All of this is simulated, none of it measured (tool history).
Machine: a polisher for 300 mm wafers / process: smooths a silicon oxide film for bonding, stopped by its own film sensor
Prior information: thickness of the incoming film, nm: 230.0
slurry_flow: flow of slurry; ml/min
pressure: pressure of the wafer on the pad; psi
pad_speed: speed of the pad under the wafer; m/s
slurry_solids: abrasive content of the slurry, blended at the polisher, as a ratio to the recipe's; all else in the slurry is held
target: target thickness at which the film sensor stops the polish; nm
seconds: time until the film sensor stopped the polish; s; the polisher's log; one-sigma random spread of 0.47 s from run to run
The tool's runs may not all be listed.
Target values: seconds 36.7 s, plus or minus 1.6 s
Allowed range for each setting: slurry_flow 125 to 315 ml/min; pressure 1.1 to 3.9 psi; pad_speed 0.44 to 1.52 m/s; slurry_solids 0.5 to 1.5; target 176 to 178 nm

run,hour,slurry_flow,pressure,pad_speed,slurry_solids,target,seconds
1,0,205,2.5,0.98,1,178,56.322
2,6.1,205,2.8,0.98,1,178,50.479
3,14.9,205,2.8,0.98,1.2,178,46.572
4,18,160,2.8,0.98,1.2,178,48.285
# hour 21.6: head pressure recalibrated
5,21.6,160,2.8,0.74,1.2,178,56.012
6,23.4,160,2.8,0.84,1.2,178,50.96
7,31.6,160,3,0.84,1.2,178,47.94
8,34.5,160,3.2,0.84,1.2,178,44.904
9,35.8,160,3.3,0.84,1.2,178,44.04

4 candidate next runs follow, results not yet known. Just one meets every target within its allowed miss. Identify it.
A,37.1,140,3.6,0.88,1.45,178,?
B,37.1,170,3.4,0.8,1.5,178,?
C,37.1,165,2.8,0.94,1.1,176,?
D,37.1,125,3.2,1.02,0.85,178,?

move,seconds
A,36.373
B,39.737
C,49.971
D,46.292
A: each result inside its tolerance
B: gains on the last run, yet a result remains outside its allowed miss
C: its largest miss is bigger than the last run's
D: its largest miss is bigger than the last run's
So the answer is move A, the one that meets all the targets.

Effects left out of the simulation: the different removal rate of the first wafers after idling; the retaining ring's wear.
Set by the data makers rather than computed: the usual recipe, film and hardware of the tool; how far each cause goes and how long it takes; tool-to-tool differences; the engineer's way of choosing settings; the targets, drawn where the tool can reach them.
